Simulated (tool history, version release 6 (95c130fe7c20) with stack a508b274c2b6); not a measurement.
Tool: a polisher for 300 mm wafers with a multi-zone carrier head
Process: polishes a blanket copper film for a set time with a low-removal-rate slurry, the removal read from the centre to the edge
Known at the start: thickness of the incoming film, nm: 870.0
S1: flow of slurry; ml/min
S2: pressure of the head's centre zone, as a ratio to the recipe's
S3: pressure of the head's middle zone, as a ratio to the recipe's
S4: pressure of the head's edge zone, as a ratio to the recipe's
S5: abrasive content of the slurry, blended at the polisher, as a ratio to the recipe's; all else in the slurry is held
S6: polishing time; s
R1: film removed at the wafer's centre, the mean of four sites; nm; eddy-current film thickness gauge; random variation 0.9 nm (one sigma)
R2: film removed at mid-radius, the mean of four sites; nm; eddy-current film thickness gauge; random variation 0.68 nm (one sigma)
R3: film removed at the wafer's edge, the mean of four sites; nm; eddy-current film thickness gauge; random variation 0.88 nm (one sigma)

| run | hour | S1 | S2 | S3 | S4 | S5 | S6 | R1 | R2 | R3 |
|---|---|---|---|---|---|---|---|---|---|---|
| 1 | 0 | 280 | 1 | 1 | 1 | 1 | 35 | 95.319 | 99.751 | 97.538 |
| 2 | 6.5 | 280 | 1 | 1.06 | 1 | 1 | 35 | 95.434 | 101.81 | 98.4 |
| 3 | 11.4 | 270 | 1.01 | 1.01 | 1.03 | 0.85 | 33 | 86.206 | 91.842 | 92.112 |
| 4 | 15.3 | 270 | 0.97 | 1.01 | 1.03 | 0.85 | 33 | 82.149 | 91.232 | 91.221 |
| 5 | 20.5 | 270 | 0.97 | 1.01 | 1.1 | 0.85 | 33 | 84.066 | 91.855 | 93.013 |
| 6 | 23.4 | 270 | 0.97 | 1.01 | 1.1 | 0.85 | 29 | 74.214 | 81.364 | 80.559 |
| 7 | 25 | 270 | 0.99 | 0.97 | 1.11 | 0.8 | 28 | 72.288 | 74.044 | 79.649 |
| 8 | 29.6 | 275 | 1.01 | 0.97 | 1.1 | 0.8 | 28 | 72.267 | 73.696 | 80.094 |
| 9 | 36.4 | 270 | 1.03 | 0.97 | 1.09 | 0.8 | 27 | 72.738 | 71.536 | 77.605 |
| 10 | 42.7 | 270 | 1.04 | 0.97 | 1.08 | 0.8 | 27 | 72.671 | 71.471 | 75.025 |
| 11 | 51 | 270 | 1.04 | 0.96 | 1.08 | 0.8 | 27 | 71.729 | 69.956 | 75.496 |

The next listed run, before its measurement:
| 12 | 58.4 | 270 | 1.04 | 0.95 | 1.08 | 0.8 | 27 | ? | ? | ? |

Run 12 gave R1 73.368 nm, R2 70.536 nm, R3 77.546 nm.
